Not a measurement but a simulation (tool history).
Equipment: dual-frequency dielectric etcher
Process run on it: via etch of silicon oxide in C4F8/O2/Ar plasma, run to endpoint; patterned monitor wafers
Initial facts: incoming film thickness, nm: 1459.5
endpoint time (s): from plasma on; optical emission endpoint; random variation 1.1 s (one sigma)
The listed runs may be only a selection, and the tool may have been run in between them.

Run 1, hour 0.0: source power (W) 1970, bias power (W) 2363. Result: endpoint time (s) 292.75.
Run 2, hour 5.7: source power (W) 1850, bias power (W) 2363. Result: endpoint time (s) 299.35.
Run 3, hour 8.1: source power (W) 2030, bias power (W) 2461. Result: endpoint time (s) 287.12.
Run 4, hour 12.2: source power (W) 1830, bias power (W) 2461. Result: endpoint time (s) 295.88.
Run 5, hour 18.9: source power (W) 1830, bias power (W) 2113. Result: endpoint time (s) 309.77.
Run 6, hour 26.6: source power (W) 1830, bias power (W) 1788. Result: endpoint time (s) 318.66.

Run 7 is up next; what results do you expect?
Run 7, hour 30.7: source power (W) 2060, bias power (W) 1968. Result: endpoint time (s) ?.

{"run 7": {"endpoint time (s)": 297.54}}
